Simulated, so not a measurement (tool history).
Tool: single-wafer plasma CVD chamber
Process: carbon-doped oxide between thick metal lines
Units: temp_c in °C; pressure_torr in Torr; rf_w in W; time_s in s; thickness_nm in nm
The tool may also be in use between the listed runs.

{"run": 1, "hour": 0.0, "temp_c": 350, "pressure_torr": 4.35, "rf_w": 600, "time_s": 190, "thickness_nm": 1125.9}
{"run": 2, "hour": 3.4, "temp_c": 350, "pressure_torr": 3.84, "rf_w": 600, "time_s": 190, "thickness_nm": 1104.2}
{"run": 3, "hour": 7.5, "temp_c": 350, "pressure_torr": 3.84, "rf_w": 600, "time_s": 190, "thickness_nm": 1109.7}
{"run": 4, "hour": 13.3, "temp_c": 343, "pressure_torr": 3.84, "rf_w": 600, "time_s": 190, "thickness_nm": 1128.1}
{"hour": 21.9, "done": "thermocouple changed; heater temperature recalibrated"}
{"run": 5, "hour": 21.9, "temp_c": 342, "pressure_torr": 3.92, "rf_w": 615, "time_s": 190, "thickness_nm": 1139.5}
{"run": 6, "hour": 23.8, "temp_c": 342, "pressure_torr": 3.42, "rf_w": 615, "time_s": 190, "thickness_nm": 1126.3}
{"run": 7, "hour": 28.7, "temp_c": 341, "pressure_torr": 3.5, "rf_w": 630, "time_s": 190, "thickness_nm": 1158.7}

The next listed run, before its measurement:
{"run": 8, "hour": 30.4, "temp_c": 341, "pressure_torr": 3.5, "rf_w": 630, "time_s": 190, "thickness_nm": "?"}

thickness_nm: 1147.7 nm

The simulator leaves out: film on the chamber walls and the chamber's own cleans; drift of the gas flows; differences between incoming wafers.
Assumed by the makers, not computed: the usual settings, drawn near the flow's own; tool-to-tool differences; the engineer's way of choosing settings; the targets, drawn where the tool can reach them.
